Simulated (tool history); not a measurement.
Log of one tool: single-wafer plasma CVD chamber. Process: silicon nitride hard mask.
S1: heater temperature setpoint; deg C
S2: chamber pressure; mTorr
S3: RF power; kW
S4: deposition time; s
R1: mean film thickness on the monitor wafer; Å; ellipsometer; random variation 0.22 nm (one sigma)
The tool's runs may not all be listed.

run 1 hour=0.0 | S1=380 S2=1650 S3=0.355 S4=53.3 | R1=721.88
run 2 hour=1.9 | S1=380 S2=1720 S3=0.360 S4=53.3 | R1=732.21
run 3 hour=3.1 | S1=388 S2=1720 S3=0.360 S4=53.3 | R1=729.75
run 4 hour=6.0 | S1=388 S2=1790 S3=0.365 S4=53.3 | R1=745.51
run 5 hour=13.3 | S1=388 S2=1840 S3=0.365 S4=53.3 | R1=752.51
run 6 hour=15.8 | S1=388 S2=1880 S3=0.365 S4=53.3 | R1=757.65

Run 7 comes next. What will it give?
run 7 hour=22.0 | S1=388 S2=1920 S3=0.365 S4=53.3 | R1=?

R1: 762.41 Å

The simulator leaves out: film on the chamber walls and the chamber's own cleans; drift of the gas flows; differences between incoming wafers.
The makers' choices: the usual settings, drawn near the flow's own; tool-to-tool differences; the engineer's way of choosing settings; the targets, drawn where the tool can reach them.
